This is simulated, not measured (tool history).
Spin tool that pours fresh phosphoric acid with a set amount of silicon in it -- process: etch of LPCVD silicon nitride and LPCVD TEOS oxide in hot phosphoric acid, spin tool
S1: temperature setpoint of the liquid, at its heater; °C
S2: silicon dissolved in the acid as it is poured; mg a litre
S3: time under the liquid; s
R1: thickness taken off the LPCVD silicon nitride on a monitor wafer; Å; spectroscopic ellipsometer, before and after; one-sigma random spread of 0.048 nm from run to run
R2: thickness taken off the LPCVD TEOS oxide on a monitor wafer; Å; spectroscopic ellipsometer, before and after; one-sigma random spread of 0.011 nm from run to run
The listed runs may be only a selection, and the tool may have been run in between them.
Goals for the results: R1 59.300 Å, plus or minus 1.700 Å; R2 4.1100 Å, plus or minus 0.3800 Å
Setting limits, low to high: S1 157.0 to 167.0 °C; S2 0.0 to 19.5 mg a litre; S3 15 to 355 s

| run | hour | S1 | S2 | S3 | R1 | R2 |
|---|---|---|---|---|---|---|
| 1 | 0.0 | 162.0 | 8.5 | 180 | 144.140 | 10.9200 |
| 2 | 7.8 | 161.0 | 8.0 | 135 | 105.230 | 8.4488 |
| 3 | 9.6 | 161.0 | 8.0 | 185 | 143.030 | 11.3700 |
| 4 | 17.5 | 160.0 | 10.0 | 145 | 109.900 | 7.7986 |
| 5 | 21.3 | 159.5 | 10.0 | 115 | 84.753 | 6.0968 |
| 6 | 27.4 | 160.5 | 10.0 | 115 | 88.976 | 6.5488 |
| 7 | 34.6 | 160.0 | 10.5 | 100 | 76.615 | 5.2968 |
| 8 | 41.2 | 159.5 | 10.5 | 90 | 66.579 | 4.6527 |
| 9 | 49.3 | 159.0 | 10.0 | 90 | 65.451 | 4.5596 |
| 10 | 51.2 | 158.5 | 9.5 | 90 | 65.355 | 4.4209 |
| 11 | 54.8 | 158.0 | 8.5 | 90 | 63.600 | 4.0311 |

Pick the move, out of 4, that brings all results within their allowed miss; only one does.
| A | 58.4 | 157.5 | 6.5 | 85 | ? | ? |
| B | 58.4 | 157.0 | 8.5 | 100 | ? | ? |
| C | 58.4 | 158.0 | 11.0 | 95 | ? | ? |
| D | 58.4 | 159.0 | 13.5 | 95 | ? | ? |

| move | R1 | R2 |
|---|---|---|
| A | 58.798 | 4.2748 |
| B | 68.007 | 4.6442 |
| C | 66.840 | 4.4997 |
| D | 69.139 | 4.5729 |
A: every result lands within tolerance
B: the biggest miss grows against the last run
C: the biggest miss grows against the last run
D: the biggest miss grows against the last run
Go with A: it meets all targets.

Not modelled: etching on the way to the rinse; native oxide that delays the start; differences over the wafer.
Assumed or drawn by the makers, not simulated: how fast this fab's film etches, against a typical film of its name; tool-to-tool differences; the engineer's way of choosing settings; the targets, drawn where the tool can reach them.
